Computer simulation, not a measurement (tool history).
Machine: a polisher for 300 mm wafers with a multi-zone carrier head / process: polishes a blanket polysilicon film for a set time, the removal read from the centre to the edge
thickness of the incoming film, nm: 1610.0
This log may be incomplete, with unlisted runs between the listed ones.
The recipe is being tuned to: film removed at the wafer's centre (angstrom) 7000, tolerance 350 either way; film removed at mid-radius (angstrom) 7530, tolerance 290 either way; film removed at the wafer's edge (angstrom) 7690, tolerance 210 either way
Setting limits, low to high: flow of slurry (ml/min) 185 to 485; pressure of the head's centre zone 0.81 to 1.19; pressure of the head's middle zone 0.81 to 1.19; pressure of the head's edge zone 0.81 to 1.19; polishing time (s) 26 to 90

run,day,flow of slurry (ml/min),pressure of the head's centre zone,pressure of the head's middle zone,pressure of the head's edge zone,polishing time (s),film removed at the wafer's centre (angstrom),film removed at mid-radius (angstrom),film removed at the wafer's edge (angstrom)
1,0,310,1,1,1,58,5721.6,5836.1,5564.8
2,0.2,310,1,0.93,1,58,5685.3,5402,5606
3,0.5,255,1,0.93,1,58,5330.7,5246.1,5488
4,0.608,255,1,0.89,1,58,5555.2,5084.2,5532.4
5,0.692,285,1,0.89,1,58,5479.7,5121.4,5608.2
6,0.721,285,0.96,0.89,1,58,5337,5170.6,5590.2
7,0.938,300,0.96,0.91,1.03,61,5662.3,5451.2,5982
8,1.2,310,0.95,0.94,1.05,64,5707.3,5922.1,6236.5
9,1.458,320,0.96,0.95,1.06,66,6152.1,6160.7,6542.3
10,1.812,350,0.93,1.05,1.16,73,6638.4,7489.1,7577.1

Next run, 4 choices. One meets every target within its allowed miss, the rest don't. Which?
A,2.167,330,1.12,1.04,1.19,74,?,?,?
B,2.167,360,0.98,0.9,1.18,73,?,?,?
C,2.167,390,0.99,1.05,1.16,71,?,?,?
D,2.167,405,0.96,1.02,1.17,73,?,?,?

move,film removed at the wafer's centre (angstrom),film removed at mid-radius (angstrom),film removed at the wafer's edge (angstrom)
A,7912.1,7518,7709.4
B,6876.4,6626,7639.3
C,6813.8,7384.6,7400.6
D,6812.3,7430.9,7656.8
A: pushes the last run's worst result past its target
B: gets the furthest-off result to its target, but another result is out of tolerance
C: gets the furthest-off result to its target, but another result is out of tolerance
D: meets every target
Answer: D

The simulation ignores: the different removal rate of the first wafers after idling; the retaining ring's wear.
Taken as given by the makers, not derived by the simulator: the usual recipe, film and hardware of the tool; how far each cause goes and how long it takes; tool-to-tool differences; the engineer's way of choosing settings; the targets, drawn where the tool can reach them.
